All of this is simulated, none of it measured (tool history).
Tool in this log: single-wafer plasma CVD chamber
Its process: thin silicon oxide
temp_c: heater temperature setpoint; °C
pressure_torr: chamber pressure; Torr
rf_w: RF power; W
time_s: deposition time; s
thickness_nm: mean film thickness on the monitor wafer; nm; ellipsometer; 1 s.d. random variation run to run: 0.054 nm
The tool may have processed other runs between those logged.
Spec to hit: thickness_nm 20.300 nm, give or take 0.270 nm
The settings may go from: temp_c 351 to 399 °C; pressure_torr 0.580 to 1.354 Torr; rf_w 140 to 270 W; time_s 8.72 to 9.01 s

run,day,temp_c,pressure_torr,rf_w,time_s,thickness_nm
1,0.000,375,0.967,205,8.72,15.990
2,0.325,375,1.013,205,8.72,16.433
3,0.438,375,1.058,205,8.72,16.861
4,0.729,375,1.102,205,8.72,17.169
5,0.975,375,1.141,205,8.72,17.525
6,1.233,380,1.141,205,8.72,17.476
7,1.529,379,1.174,205,8.72,17.742
8,1.729,378,1.202,205,8.72,17.972
9,2.046,378,1.226,210,8.72,18.390
10,2.196,378,1.246,210,8.72,18.562
11,2.221,378,1.263,215,8.72,18.832
12,2.588,378,1.263,215,8.72,18.865
13,2.758,378,1.277,215,8.72,18.949
14,3.012,378,1.289,220,8.73,19.305
15,3.088,378,1.354,220,8.73,19.428
16,3.217,378,1.354,225,8.74,19.810
17,3.512,378,1.354,225,8.75,19.752
18,3.550,378,1.354,230,8.76,19.953

Exactly one of the 4 candidate moves below puts every result within its allowed miss. Which one?
A,3.588,379,1.354,225,8.94,?
B,3.588,387,1.341,230,8.72,?
C,3.588,376,1.330,240,8.96,?
D,3.588,380,1.303,235,8.72,?

move,thickness_nm
A,20.233
B,19.761
C,20.800
D,19.861
A: meets every target
B: lands further from the targets than the last run did
C: takes the biggest miss from the last run beyond its target
D: lands further from the targets than the last run did
So the answer is move A, the one that meets all the targets.
